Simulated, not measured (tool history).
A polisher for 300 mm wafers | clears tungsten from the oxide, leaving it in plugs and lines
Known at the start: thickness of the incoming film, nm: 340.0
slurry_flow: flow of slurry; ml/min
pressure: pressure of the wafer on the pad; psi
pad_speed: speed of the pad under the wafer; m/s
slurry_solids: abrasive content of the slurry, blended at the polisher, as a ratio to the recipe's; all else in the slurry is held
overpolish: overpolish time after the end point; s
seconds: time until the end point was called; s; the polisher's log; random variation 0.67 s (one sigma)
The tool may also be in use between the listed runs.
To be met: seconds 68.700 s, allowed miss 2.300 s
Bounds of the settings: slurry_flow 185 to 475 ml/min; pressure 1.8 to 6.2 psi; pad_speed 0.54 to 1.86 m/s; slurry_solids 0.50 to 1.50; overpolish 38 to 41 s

run	hour	slurry_flow	pressure	pad_speed	slurry_solids	overpolish	seconds
1	0.0	305	4.0	1.18	1.00	38	61.268
2	7.8	250	4.0	1.18	1.00	38	61.913
3	10.9	250	3.9	1.18	1.00	38	63.874
4	19.3	250	3.9	0.94	1.00	38	79.698
5	22.4	250	3.9	0.94	0.80	38	84.028
6	26.7	250	3.9	0.94	0.95	38	80.777
7	29.0	250	3.9	0.94	0.95	38	80.500
8	34.7	250	4.0	0.94	0.95	38	78.670
# hour 40.7: slurry tank refilled with fresh slurry and peroxide
9	40.7	250	4.6	0.94	0.95	38	56.759
10	48.8	250	4.1	0.94	0.95	38	62.210
11	52.1	250	4.1	0.94	0.95	38	62.703
12	60.8	250	4.0	0.94	0.95	38	63.955
13	64.1	250	3.9	0.94	0.95	38	65.756

Which of these 5 next moves meets every target?
A	67.4	215	4.1	0.96	1.00	41	?
B	67.4	225	3.3	1.08	0.95	38	?
C	67.4	220	4.6	0.90	0.80	41	?
D	67.4	245	4.9	0.78	1.05	38	?
E	67.4	260	4.0	0.82	0.85	41	?

move	seconds
A	60.948
B	67.505
C	60.508
D	60.883
E	73.436
A: further off than the last run
B: meets every target
C: further off than the last run
D: further off than the last run
E: takes the result that was furthest off past its target
The right move is B.

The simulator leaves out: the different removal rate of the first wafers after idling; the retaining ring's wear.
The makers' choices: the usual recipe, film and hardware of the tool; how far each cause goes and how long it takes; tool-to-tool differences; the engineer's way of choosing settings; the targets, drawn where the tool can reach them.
